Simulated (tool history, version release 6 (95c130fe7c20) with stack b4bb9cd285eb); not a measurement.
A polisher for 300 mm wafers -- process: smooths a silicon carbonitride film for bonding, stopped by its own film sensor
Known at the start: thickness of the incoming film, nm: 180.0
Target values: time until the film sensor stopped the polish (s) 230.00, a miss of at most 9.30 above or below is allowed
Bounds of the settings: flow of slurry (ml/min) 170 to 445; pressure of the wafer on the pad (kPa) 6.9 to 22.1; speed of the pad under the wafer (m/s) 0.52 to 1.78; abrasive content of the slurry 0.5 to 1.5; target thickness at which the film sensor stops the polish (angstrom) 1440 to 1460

run,day,flow of slurry (ml/min),pressure of the wafer on the pad (kPa),speed of the pad under the wafer (m/s),abrasive content of the slurry,target thickness at which the film sensor stops the polish (angstrom),time until the film sensor stopped the polish (s)
1,0.000,285,14.5,1.14,1.0,1460,130.07
2,0.150,285,13.1,1.12,1.0,1460,140.83
3,0.467,285,14.5,1.12,1.0,1460,131.06
4,0.783,285,14.5,1.12,1.0,1440,137.34
5,0.917,285,14.5,1.12,1.0,1440,136.44
6,1.112,285,14.5,1.12,1.0,1460,131.49
7,1.367,285,10.3,1.04,1.0,1460,178.71
8,1.458,285,9.7,1.02,1.0,1460,195.98
9,1.742,285,9.0,1.02,1.0,1460,199.89
10,1.842,285,8.3,1.02,1.0,1460,213.86

Which of these 5 next moves meets every target?
A,1.942,280,9.0,1.02,1.0,1450,?
B,1.942,285,8.3,1.06,1.0,1460,?
C,1.942,235,8.3,0.96,1.1,1440,?
D,1.942,280,7.6,1.18,1.0,1460,?
E,1.942,365,9.7,0.98,0.9,1460,?

move,time until the film sensor stopped the polish (s)
A,207.54
B,206.40
C,226.52
D,201.26
E,208.94
A: the biggest miss grows against the last run
B: the biggest miss grows against the last run
C: meets every target
D: the biggest miss grows against the last run
E: the biggest miss grows against the last run
C is the move that brings every result within its allowed miss.
